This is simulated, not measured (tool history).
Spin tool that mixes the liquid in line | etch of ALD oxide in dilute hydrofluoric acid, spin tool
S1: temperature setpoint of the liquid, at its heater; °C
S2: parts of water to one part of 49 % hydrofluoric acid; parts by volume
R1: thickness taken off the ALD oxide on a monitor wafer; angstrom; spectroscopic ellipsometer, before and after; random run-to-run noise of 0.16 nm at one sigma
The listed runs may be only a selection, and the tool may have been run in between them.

{"run": 1, "hour": 0.0, "S1": 21.0, "S2": 220, "time under the liquid (s)": 90, "R1": 76.683}
{"run": 2, "hour": 7.3, "S1": 22.5, "S2": 195, "time under the liquid (s)": 90, "R1": 94.027}
{"run": 3, "hour": 12.6, "S1": 24.0, "S2": 180, "time under the liquid (s)": 90, "R1": 111.05}
{"run": 4, "hour": 15.5, "S1": 24.0, "S2": 250, "time under the liquid (s)": 90, "R1": 74.49}
{"run": 5, "hour": 20.8, "S1": 25.0, "S2": 225, "time under the liquid (s)": 90, "R1": 87.229}
{"run": 6, "hour": 21.8, "S1": 26.0, "S2": 200, "time under the liquid (s)": 90, "R1": 103.63}
{"run": 7, "hour": 25.4, "S1": 26.5, "S2": 180, "time under the liquid (s)": 90, "R1": 121.39}
{"run": 8, "hour": 29.0, "S1": 27.0, "S2": 170, "time under the liquid (s)": 90, "R1": 129.5}
{"run": 9, "hour": 35.4, "S1": 27.5, "S2": 160, "time under the liquid (s)": 90, "R1": 146.85}

What does the tool deliver on the next run?
{"run": 10, "hour": 39.0, "S1": 28.0, "S2": 155, "time under the liquid (s)": 90, "R1": "?"}

R1: 154.160 angstrom

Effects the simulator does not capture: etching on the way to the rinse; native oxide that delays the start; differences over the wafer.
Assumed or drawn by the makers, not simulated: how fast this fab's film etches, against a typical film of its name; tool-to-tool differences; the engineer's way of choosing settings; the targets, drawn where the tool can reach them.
